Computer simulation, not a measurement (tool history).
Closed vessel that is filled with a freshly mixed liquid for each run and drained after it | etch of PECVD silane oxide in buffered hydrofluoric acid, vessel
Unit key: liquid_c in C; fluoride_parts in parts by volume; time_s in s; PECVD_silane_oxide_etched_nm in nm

{"run": 1, "hour": 0.0, "liquid_c": 22.0, "fluoride_parts": 13.0, "time_s": 100, "PECVD_silane_oxide_etched_nm": 276.73}
{"run": 2, "hour": 6.3, "liquid_c": 21.0, "fluoride_parts": 13.0, "time_s": 100, "PECVD_silane_oxide_etched_nm": 263.82}
{"run": 3, "hour": 14.3, "liquid_c": 21.0, "fluoride_parts": 9.5, "time_s": 100, "PECVD_silane_oxide_etched_nm": 344.87}
{"run": 4, "hour": 15.2, "liquid_c": 21.0, "fluoride_parts": 9.5, "time_s": 110, "PECVD_silane_oxide_etched_nm": 383.02}
{"run": 5, "hour": 20.3, "liquid_c": 21.0, "fluoride_parts": 11.5, "time_s": 110, "PECVD_silane_oxide_etched_nm": 323.3}
{"run": 6, "hour": 25.3, "liquid_c": 23.5, "fluoride_parts": 11.5, "time_s": 110, "PECVD_silane_oxide_etched_nm": 367.44}

Run 7, settings as shown, results not yet in. Your forecast:
{"run": 7, "hour": 30.9, "liquid_c": 22.0, "fluoride_parts": 12.0, "time_s": 110, "PECVD_silane_oxide_etched_nm": "?"}

Run 7 yielded PECVD_silane_oxide_etched_nm 327.39 nm.
